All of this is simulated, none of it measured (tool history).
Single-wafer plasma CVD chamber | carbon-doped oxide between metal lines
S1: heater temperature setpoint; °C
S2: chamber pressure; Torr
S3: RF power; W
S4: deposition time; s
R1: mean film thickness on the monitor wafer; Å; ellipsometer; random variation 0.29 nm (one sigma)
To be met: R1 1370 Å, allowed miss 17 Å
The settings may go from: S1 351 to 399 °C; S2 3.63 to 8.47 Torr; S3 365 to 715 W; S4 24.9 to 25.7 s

run	hour	S1	S2	S3	S4	R1
1	0	375	6.05	540	24.9	1231.2
2	7.4	375	6.05	540	24.9	1230
3	8.8	372	6.41	550	24.9	1266.3
4	10.7	369	6.67	555	24.9	1284.5
5	13.9	367	6.92	560	24.9	1309.3
6	14.5	367	7.34	560	24.9	1308.7
7	23.1	365	7.43	560	24.9	1315.6
8	30.7	363	7.52	565	24.9	1337.3

Which of these 4 next moves meets every target?
A	38.3	369	7.4	560	25.4	?
B	38.3	364	6.84	550	25.7	?
C	38.3	366	7.49	555	25	?
D	38.3	351	7.19	540	25.7	?

move	R1
A	1332.8
B	1335.7
C	1312.8
D	1363.7
A: further off than the last run
B: as far off as the last run
C: further off than the last run
D: meets every target
Move D is the one to make.

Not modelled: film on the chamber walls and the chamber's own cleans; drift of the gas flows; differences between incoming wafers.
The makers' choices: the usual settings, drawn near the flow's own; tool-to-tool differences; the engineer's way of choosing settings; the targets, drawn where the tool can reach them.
